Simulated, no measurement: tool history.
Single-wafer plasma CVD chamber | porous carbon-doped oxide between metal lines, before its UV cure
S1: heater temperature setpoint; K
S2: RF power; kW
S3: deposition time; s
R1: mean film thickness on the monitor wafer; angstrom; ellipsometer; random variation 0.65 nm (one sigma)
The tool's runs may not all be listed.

run 1 hour=0.0 | S1=583.15 S2=0.435 S3=36.3 | R1=1856.4
run 2 hour=4.2 | S1=585.15 S2=0.430 S3=36.3 | R1=1812.1
run 3 hour=12.0 | S1=585.15 S2=0.430 S3=37.4 | R1=1856.3
run 4 hour=13.2 | S1=587.15 S2=0.430 S3=37.4 | R1=1853.6
run 5 hour=20.6 | S1=589.15 S2=0.425 S3=37.4 | R1=1818.7
run 6 hour=25.9 | S1=591.15 S2=0.420 S3=37.4 | R1=1787.7
run 7 hour=34.4 | S1=592.15 S2=0.415 S3=37.4 | R1=1763.9
run 8 hour=38.0 | S1=593.15 S2=0.415 S3=37.4 | R1=1764.7
run 9 hour=41.7 | S1=594.15 S2=0.410 S3=37.4 | R1=1741.0

Run 10 comes next. What will it give?
run 10 hour=46.4 | S1=595.15 S2=0.405 S3=37.4 | R1=?

{"run 10": {"R1": 1708.9}}

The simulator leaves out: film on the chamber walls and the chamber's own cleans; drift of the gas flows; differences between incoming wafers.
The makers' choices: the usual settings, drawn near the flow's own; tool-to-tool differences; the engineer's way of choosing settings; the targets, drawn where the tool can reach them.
